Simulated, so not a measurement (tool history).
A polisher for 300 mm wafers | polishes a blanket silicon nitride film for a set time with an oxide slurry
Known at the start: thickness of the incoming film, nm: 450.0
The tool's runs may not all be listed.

| run | hour | flow of slurry (ml/min) | pressure of the wafer on the pad (kPa) | speed of the pad under the wafer (m/s) | abrasive content of the slurry | polishing time (s) | film removed (nm) |
|---|---|---|---|---|---|---|---|
| 1 | 0.0 | 120 | 17.9 | 0.96 | 1.0 | 37 | 16.4450 |
| 2 | 5.3 | 115 | 15.2 | 0.94 | 1.0 | 37 | 13.5200 |
| 3 | 6.4 | 110 | 13.1 | 0.94 | 1.0 | 37 | 11.5570 |
| 4 | 9.2 | 105 | 12.4 | 0.94 | 1.0 | 37 | 10.8100 |
| 5 | 17.0 | 105 | 12.4 | 0.94 | 0.8 | 37 | 10.0450 |
| 6 | 25.2 | 130 | 12.4 | 0.94 | 0.8 | 37 | 10.4860 |
| 7 | 34.1 | 125 | 11.7 | 0.94 | 0.8 | 37 | 10.0380 |

Estimate the outcome of run 8 from the log above:
| 8 | 42.4 | 105 | 9.0 | 0.94 | 0.8 | 37 | ? |

film removed (nm): 7.4877
